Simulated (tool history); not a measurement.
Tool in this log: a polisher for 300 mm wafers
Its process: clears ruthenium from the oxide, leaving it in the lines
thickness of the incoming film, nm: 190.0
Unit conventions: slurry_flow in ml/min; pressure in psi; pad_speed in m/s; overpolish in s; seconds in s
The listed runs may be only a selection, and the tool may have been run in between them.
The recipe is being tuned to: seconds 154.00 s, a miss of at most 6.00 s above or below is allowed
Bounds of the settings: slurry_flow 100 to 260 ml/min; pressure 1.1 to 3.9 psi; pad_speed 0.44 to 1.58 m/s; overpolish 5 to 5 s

run  hour  slurry_flow  pressure  pad_speed  overpolish  seconds
  1   0.0          165       2.5       1.00           5   108.22
  2   2.3          185       2.5       1.00           5   107.40
  3   3.9          185       2.5       1.00           5   105.84
  4  10.5          185       2.4       1.00           5   108.51
  5  15.2          185       2.4       1.00           5   108.03
  6  22.1          180       2.3       1.00           5   112.05
  7  29.6          180       2.2       1.00           5   116.49
  8  38.2          180       2.1       1.00           5   118.42
  9  45.7          165       1.4       0.98           5   166.29

Which one of the following 4 next-run settings gets every result inside its allowed miss? There is exactly one.
  A  53.2          160       1.8       0.96           5        ?
  B  53.2          210       1.4       1.18           5        ?
  C  53.2          185       1.6       1.08           5        ?
  D  53.2          180       1.4       1.06           5        ?

move  seconds
   A   140.00
   B   138.81
   C   137.32
   D   152.51
A: the result that was furthest off in the last run now lies on the other side of its target
B: the result that was furthest off in the last run now lies on the other side of its target
C: the result that was furthest off in the last run now lies on the other side of its target
D: in spec on every target
Move D is the one to make.

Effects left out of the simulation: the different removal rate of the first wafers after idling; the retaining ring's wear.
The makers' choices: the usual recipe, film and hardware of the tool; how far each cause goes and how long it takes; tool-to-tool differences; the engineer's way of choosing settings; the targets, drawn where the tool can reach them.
